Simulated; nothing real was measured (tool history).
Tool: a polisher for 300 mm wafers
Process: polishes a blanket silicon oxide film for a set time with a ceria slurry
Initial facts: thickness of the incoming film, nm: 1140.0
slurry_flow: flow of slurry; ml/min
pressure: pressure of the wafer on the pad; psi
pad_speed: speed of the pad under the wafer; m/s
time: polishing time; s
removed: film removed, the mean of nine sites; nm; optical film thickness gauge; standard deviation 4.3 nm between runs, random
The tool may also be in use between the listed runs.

Run 1, hour 0: slurry_flow 175 ml/min, pressure 3.3 psi, pad_speed 1 m/s, time 44 s. Result: removed 232.18 nm.
Run 2, hour 2.2: slurry_flow 150 ml/min, pressure 3.3 psi, pad_speed 1 m/s, time 44 s. Result: removed 228.69 nm.
Run 3, hour 3.8: slurry_flow 150 ml/min, pressure 3.3 psi, pad_speed 1.2 m/s, time 44 s. Result: removed 264.21 nm.
Run 4, hour 8.2: slurry_flow 150 ml/min, pressure 3.4 psi, pad_speed 1.2 m/s, time 44 s. Result: removed 266.26 nm.
Run 5, hour 10: slurry_flow 110 ml/min, pressure 3.4 psi, pad_speed 1.2 m/s, time 44 s. Result: removed 259.58 nm.
Run 6, hour 13.3: slurry_flow 105 ml/min, pressure 3.4 psi, pad_speed 1.2 m/s, time 44 s. Result: removed 254.78 nm.

Run 7 comes next. What will it give?
Run 7, hour 17.6: slurry_flow 110 ml/min, pressure 3.5 psi, pad_speed 1.2 m/s, time 44 s. Result: removed ?.

{"run 7": {"removed": 259.08}}
